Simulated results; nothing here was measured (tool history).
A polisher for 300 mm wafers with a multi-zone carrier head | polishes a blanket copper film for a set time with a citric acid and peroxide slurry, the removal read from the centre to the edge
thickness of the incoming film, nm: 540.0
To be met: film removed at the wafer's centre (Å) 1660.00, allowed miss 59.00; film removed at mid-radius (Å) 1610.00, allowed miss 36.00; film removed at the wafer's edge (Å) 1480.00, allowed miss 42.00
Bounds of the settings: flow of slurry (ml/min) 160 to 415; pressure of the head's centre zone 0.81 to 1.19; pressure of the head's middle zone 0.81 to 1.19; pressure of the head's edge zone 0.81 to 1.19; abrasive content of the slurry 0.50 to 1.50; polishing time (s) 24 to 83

| run | hour | flow of slurry (ml/min) | pressure of the head's centre zone | pressure of the head's middle zone | pressure of the head's edge zone | abrasive content of the slurry | polishing time (s) | film removed at the wafer's centre (Å) | film removed at mid-radius (Å) | film removed at the wafer's edge (Å) |
|---|---|---|---|---|---|---|---|---|---|---|
| 1 | 0.0 | 265 | 1.00 | 1.00 | 1.00 | 1.00 | 53 | 1029.30 | 1051.70 | 1041.00 |
| 2 | 7.8 | 275 | 1.02 | 1.02 | 1.02 | 1.05 | 54 | 1078.10 | 1106.80 | 1076.10 |
| 3 | 10.5 | 275 | 1.02 | 1.02 | 1.02 | 0.90 | 54 | 1056.80 | 1060.80 | 1051.70 |
| 4 | 11.7 | 280 | 1.04 | 1.03 | 1.04 | 1.00 | 55 | 1125.70 | 1135.10 | 1095.70 |
| 5 | 13.2 | 230 | 1.04 | 1.03 | 1.04 | 1.00 | 55 | 1096.50 | 1092.80 | 1094.30 |
| 6 | 13.8 | 230 | 1.04 | 1.03 | 1.04 | 1.00 | 47 | 929.25 | 939.75 | 928.96 |
| 7 | 21.8 | 235 | 1.06 | 1.04 | 1.05 | 1.05 | 49 | 1014.60 | 986.20 | 995.73 |
| 8 | 25.8 | 250 | 1.07 | 1.06 | 1.06 | 1.10 | 51 | 1079.00 | 1060.70 | 1049.00 |
| 9 | 32.0 | 265 | 1.08 | 1.08 | 1.07 | 1.15 | 52 | 1124.40 | 1128.90 | 1095.60 |
| 10 | 38.7 | 275 | 1.10 | 1.09 | 1.08 | 1.20 | 53 | 1180.20 | 1175.50 | 1125.00 |

4 next moves are on the table. One of them brings every result within its allowed miss. Which?
| A | 45.4 | 295 | 0.89 | 1.12 | 1.03 | 1.25 | 70 | ? | ? | ? |
| B | 45.4 | 270 | 1.17 | 0.99 | 1.19 | 1.30 | 64 | ? | ? | ? |
| C | 45.4 | 275 | 1.13 | 0.90 | 1.15 | 1.15 | 75 | ? | ? | ? |
| D | 45.4 | 345 | 1.17 | 1.17 | 1.10 | 1.05 | 70 | ? | ? | ? |

| move | film removed at the wafer's centre (Å) | film removed at mid-radius (Å) | film removed at the wafer's edge (Å) |
|---|---|---|---|
| A | 1297.10 | 1608.30 | 1481.10 |
| B | 1561.10 | 1342.50 | 1463.80 |
| C | 1716.70 | 1429.70 | 1639.20 |
| D | 1662.60 | 1611.50 | 1480.80 |
A: brings the result that was furthest off to its target, and leaves another outside
B: nearer than the last run, and not there yet
C: nearer than the last run, and not there yet
D: meets every target
Answer: D
